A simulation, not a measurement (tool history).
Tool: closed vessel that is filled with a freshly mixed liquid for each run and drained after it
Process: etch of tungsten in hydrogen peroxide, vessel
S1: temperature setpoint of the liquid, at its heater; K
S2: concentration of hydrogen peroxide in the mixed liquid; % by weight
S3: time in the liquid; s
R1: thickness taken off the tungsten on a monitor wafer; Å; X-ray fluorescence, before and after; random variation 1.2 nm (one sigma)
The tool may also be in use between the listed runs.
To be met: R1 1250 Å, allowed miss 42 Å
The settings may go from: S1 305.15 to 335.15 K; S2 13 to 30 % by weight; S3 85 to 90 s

run,hour,S1,S2,S3,R1
1,0,319.15,24,85,1073.8
2,6.4,319.65,24,85,1125.3
3,14.7,319.65,19,85,994.77
4,22.4,320.65,19,85,1045.1
5,24.4,320.65,19,85,1032.4
# hour 33.4: thermometer replaced
6,33.4,321.65,19,85,1064.1
7,34.3,322.65,19,85,1124
8,42.1,323.15,19,85,1151.1
9,48.8,323.65,19,85,1187.7

4 next moves are on the table. One of them brings every result within its allowed miss. Which?
A,55.5,320.65,24,90,?
B,55.5,324.65,16,85,?
C,55.5,321.65,20,90,?
D,55.5,323.15,22,85,?

move,R1
A,1167.5
B,1150.5
C,1133.8
D,1231.4
A: further off than the last run
B: further off than the last run
C: further off than the last run
D: meets every target
Move D is the one to make.

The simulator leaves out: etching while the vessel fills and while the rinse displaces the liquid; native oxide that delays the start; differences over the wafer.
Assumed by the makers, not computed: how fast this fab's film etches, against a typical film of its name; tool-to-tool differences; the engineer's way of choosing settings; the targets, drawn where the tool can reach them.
